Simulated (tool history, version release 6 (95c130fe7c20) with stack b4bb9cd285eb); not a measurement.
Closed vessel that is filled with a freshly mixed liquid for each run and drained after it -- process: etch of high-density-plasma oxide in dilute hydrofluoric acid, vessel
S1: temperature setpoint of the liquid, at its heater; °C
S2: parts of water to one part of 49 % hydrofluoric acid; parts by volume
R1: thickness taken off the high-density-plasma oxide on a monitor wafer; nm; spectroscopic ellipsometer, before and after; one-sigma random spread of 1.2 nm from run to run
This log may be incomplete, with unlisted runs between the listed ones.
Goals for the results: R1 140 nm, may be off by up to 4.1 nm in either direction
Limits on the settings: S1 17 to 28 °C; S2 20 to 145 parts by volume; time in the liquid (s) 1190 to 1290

{"run": 1, "hour": 0.0, "S1": 20, "S2": 80, "time in the liquid (s)": 1190, "R1": 82.692}
{"run": 2, "hour": 1.9, "S1": 20, "S2": 80, "time in the liquid (s)": 1190, "R1": 81.113}
{"run": 3, "hour": 5.1, "S1": 21, "S2": 80, "time in the liquid (s)": 1190, "R1": 84.84}
{"run": 4, "hour": 13.8, "S1": 21.5, "S2": 80, "time in the liquid (s)": 1190, "R1": 87.418}
{"hour": 17.4, "done": "hydrofluoric acid flow meter replaced"}
{"run": 5, "hour": 17.4, "S1": 22, "S2": 80, "time in the liquid (s)": 1190, "R1": 81.611}
{"run": 6, "hour": 26.0, "S1": 22, "S2": 75, "time in the liquid (s)": 1190, "R1": 85.735}
{"run": 7, "hour": 27.7, "S1": 22, "S2": 70, "time in the liquid (s)": 1190, "R1": 93.73}
{"run": 8, "hour": 31.8, "S1": 22, "S2": 70, "time in the liquid (s)": 1190, "R1": 93.553}

Exactly one of the 4 candidate moves below puts every result within its allowed miss. Which one?
{"run": "A", "hour": 35.9, "S1": 21, "S2": 45, "time in the liquid (s)": 1290, "R1": "?"}
{"run": "B", "hour": 35.9, "S1": 18.5, "S2": 50, "time in the liquid (s)": 1290, "R1": "?"}
{"run": "C", "hour": 35.9, "S1": 21.5, "S2": 50, "time in the liquid (s)": 1280, "R1": "?"}
{"run": "D", "hour": 35.9, "S1": 24.5, "S2": 50, "time in the liquid (s)": 1240, "R1": "?"}

move=A R1=155.89
move=B R1=125.37
move=C R1=141.3
move=D R1=155.02
A: takes the result that was furthest off past its target
B: an improvement on the last run, though not all results are within tolerance
C: every result within its allowed miss
D: takes the result that was furthest off past its target
Answer: C
